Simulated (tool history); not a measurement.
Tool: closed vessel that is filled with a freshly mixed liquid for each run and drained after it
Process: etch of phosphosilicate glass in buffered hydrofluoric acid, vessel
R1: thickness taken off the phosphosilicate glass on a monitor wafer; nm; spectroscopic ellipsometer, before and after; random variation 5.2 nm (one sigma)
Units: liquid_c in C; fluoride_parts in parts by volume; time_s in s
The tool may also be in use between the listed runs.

run 1 hour=0 | liquid_c=21 fluoride_parts=16 time_s=95 | R1=291.01
run 2 hour=5.5 | liquid_c=21 fluoride_parts=13.5 time_s=95 | R1=343.36
run 3 hour=7.9 | liquid_c=23 fluoride_parts=13 time_s=95 | R1=397.85
run 4 hour=13 | liquid_c=24.5 fluoride_parts=13 time_s=95 | R1=436.26
run 5 hour=16.8 | liquid_c=22.5 fluoride_parts=13 time_s=95 | R1=389.12
run 6 hour=24.6 | liquid_c=20 fluoride_parts=13 time_s=95 | R1=334.81
-- hour=26.2 thermometer replaced
run 7 hour=26.2 | liquid_c=22.5 fluoride_parts=13 time_s=95 | R1=356.46

Run 8 comes next. What will it give?
run 8 hour=35.1 | liquid_c=26.5 fluoride_parts=8 time_s=95 | R1=?

{"run 8": {"R1": 692.93}}

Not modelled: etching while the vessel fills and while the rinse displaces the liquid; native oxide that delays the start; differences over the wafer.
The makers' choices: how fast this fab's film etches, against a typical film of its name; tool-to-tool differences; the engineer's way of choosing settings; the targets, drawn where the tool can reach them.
